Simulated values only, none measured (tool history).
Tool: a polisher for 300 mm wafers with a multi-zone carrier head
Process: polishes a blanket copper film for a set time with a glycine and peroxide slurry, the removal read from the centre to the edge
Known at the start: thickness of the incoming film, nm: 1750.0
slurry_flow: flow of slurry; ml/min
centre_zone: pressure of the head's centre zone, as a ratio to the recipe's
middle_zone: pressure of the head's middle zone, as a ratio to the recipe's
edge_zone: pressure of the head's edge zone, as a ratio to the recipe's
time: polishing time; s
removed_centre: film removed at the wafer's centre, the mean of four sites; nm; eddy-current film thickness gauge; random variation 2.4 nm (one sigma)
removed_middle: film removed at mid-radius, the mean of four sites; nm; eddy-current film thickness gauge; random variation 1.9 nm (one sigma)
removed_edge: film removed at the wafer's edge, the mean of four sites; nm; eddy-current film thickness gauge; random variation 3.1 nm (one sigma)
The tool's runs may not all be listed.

| run | day | slurry_flow | centre_zone | middle_zone | edge_zone | time | removed_centre | removed_middle | removed_edge |
|---|---|---|---|---|---|---|---|---|---|
| 1 | 0.000 | 150 | 1.00 | 1.00 | 1.00 | 55 | 325.29 | 308.94 | 317.71 |
| 2 | 0.317 | 140 | 1.00 | 0.94 | 0.99 | 50 | 288.57 | 264.27 | 280.64 |
| 3 | 0.388 | 130 | 1.01 | 0.90 | 1.02 | 47 | 269.32 | 241.44 | 264.25 |
| 4 | 0.558 | 130 | 1.01 | 0.90 | 1.02 | 54 | 308.18 | 267.50 | 309.31 |
| 5 | 0.675 | 100 | 1.01 | 0.90 | 1.02 | 54 | 289.46 | 253.05 | 290.44 |
| 6 | 0.904 | 100 | 1.01 | 0.90 | 0.96 | 54 | 285.36 | 254.38 | 287.32 |

Forecast run 7:
| 7 | 0.975 | 95 | 1.04 | 0.81 | 0.98 | 40 | ? | ? | ? |

Run 7 gave removed_centre 210.38 nm, removed_middle 169.32 nm, removed_edge 213.31 nm.
